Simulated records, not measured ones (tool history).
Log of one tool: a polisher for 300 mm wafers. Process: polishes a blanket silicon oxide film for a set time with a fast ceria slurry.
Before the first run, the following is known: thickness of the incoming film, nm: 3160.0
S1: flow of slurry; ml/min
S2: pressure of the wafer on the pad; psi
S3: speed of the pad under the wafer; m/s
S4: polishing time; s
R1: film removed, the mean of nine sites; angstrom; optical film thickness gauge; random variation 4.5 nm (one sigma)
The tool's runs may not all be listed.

| run | hour | S1 | S2 | S3 | S4 | R1 |
|---|---|---|---|---|---|---|
| 1 | 0.0 | 245 | 2.1 | 0.78 | 53 | 5178.4 |
| 2 | 2.0 | 245 | 2.1 | 0.78 | 47 | 4588.4 |
| 3 | 8.0 | 280 | 2.1 | 0.78 | 47 | 4727.0 |
| 4 | 12.3 | 280 | 2.6 | 0.78 | 47 | 5661.7 |
| 5 | 13.9 | 320 | 2.6 | 0.78 | 47 | 5711.4 |
| 6 | 18.0 | 320 | 2.1 | 0.78 | 47 | 4728.5 |
| 7 | 21.3 | 320 | 2.2 | 0.78 | 47 | 4918.7 |

Predict the results of run 8:
| 8 | 27.6 | 320 | 2.3 | 0.78 | 47 | ? |

Run 8 gave R1 5061.9 angstrom.

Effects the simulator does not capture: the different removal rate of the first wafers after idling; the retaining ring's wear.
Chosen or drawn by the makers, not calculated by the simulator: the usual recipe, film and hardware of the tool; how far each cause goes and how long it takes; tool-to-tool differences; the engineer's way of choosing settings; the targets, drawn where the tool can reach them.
